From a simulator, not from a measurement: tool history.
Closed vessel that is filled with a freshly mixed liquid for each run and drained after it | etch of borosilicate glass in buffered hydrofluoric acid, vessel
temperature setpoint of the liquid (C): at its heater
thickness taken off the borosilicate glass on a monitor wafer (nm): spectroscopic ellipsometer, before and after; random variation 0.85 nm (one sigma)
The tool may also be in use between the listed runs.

| run | day | temperature setpoint of the liquid (C) | parts of 40 % ammonium fluoride to one part of 49 % hydrofluoric acid (parts by volume) | time in the liquid (s) | thickness taken off the borosilicate glass on a monitor wafer (nm) |
|---|---|---|---|---|---|
| 1 | 0 | 22 | 15.5 | 95 | 77.144 |
| 2 | 0.354 | 24.5 | 15.5 | 95 | 89.213 |
| 3 | 0.425 | 24.5 | 18 | 95 | 75.839 |
| 4 | 0.738 | 24.5 | 16 | 95 | 86.087 |
| 5 | 0.988 | 23 | 16 | 95 | 79.25 |
|  | 1.158 | hydrofluoric acid flow meter replaced |
| 6 | 1.158 | 23 | 18 | 95 | 68.097 |
| 7 | 1.392 | 25.5 | 16.5 | 95 | 84.164 |

The next listed run, before its measurement:
| 8 | 1.671 | 27 | 15 | 95 | ? |

thickness taken off the borosilicate glass on a monitor wafer (nm): 100.63
